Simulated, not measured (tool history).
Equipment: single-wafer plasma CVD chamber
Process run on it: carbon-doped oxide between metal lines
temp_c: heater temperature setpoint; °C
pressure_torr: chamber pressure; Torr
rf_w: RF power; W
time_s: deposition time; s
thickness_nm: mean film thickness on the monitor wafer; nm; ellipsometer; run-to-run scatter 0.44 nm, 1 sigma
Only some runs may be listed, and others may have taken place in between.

run 1 hour=0 | temp_c=345 pressure_torr=5.34 rf_w=440 time_s=35.7 | thickness_nm=167.51
run 2 hour=5.6 | temp_c=342 pressure_torr=5.7 rf_w=465 time_s=35.8 | thickness_nm=181.03
run 3 hour=9.4 | temp_c=353 pressure_torr=5.7 rf_w=465 time_s=35.8 | thickness_nm=174.92
run 4 hour=18.3 | temp_c=349 pressure_torr=6.19 rf_w=475 time_s=35.8 | thickness_nm=183.05
run 5 hour=19.1 | temp_c=345 pressure_torr=6.55 rf_w=480 time_s=35.8 | thickness_nm=188.02
run 6 hour=20.8 | temp_c=342 pressure_torr=6.81 rf_w=485 time_s=35.8 | thickness_nm=192.2

Run 7, settings as shown, results not yet in. Your forecast:
run 7 hour=29 | temp_c=340 pressure_torr=7 rf_w=490 time_s=35.8 | thickness_nm=?

{"run 7": {"thickness_nm": 194.44}}

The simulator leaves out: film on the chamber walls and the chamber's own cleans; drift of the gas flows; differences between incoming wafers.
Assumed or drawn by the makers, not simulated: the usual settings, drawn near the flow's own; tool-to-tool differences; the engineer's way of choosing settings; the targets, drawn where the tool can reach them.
